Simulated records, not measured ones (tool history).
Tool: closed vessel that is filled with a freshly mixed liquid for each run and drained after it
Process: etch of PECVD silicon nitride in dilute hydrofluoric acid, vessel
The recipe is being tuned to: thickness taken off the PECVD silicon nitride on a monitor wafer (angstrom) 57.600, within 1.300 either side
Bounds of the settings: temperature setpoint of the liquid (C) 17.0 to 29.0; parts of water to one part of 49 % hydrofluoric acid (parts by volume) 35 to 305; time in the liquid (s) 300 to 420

run,day,temperature setpoint of the liquid (C),parts of water to one part of 49 % hydrofluoric acid (parts by volume),time in the liquid (s),thickness taken off the PECVD silicon nitride on a monitor wafer (angstrom)
1,0.000,21.0,170,420,72.716
2,0.179,21.0,125,420,99.659
3,0.279,20.5,130,420,92.222
4,0.608,20.0,135,420,85.776
5,0.838,22.5,135,420,101.890
6,1.154,22.0,140,420,94.030
# day 1.367: hydrofluoric acid flow meter replaced
7,1.367,21.5,145,420,79.856
8,1.533,21.0,150,420,74.663

Which of these 4 next moves meets every target?
A,1.700,19.5,130,330,?
B,1.700,22.5,160,325,?
C,1.700,20.0,170,415,?
D,1.700,20.0,165,380,?

move,thickness taken off the PECVD silicon nitride on a monitor wafer (angstrom)
A,61.470
B,60.297
C,61.568
D,58.037
A: closer than the last run, but not yet in spec
B: closer than the last run, but not yet in spec
C: closer than the last run, but not yet in spec
D: all results land within tolerance of their targets
Answer: D
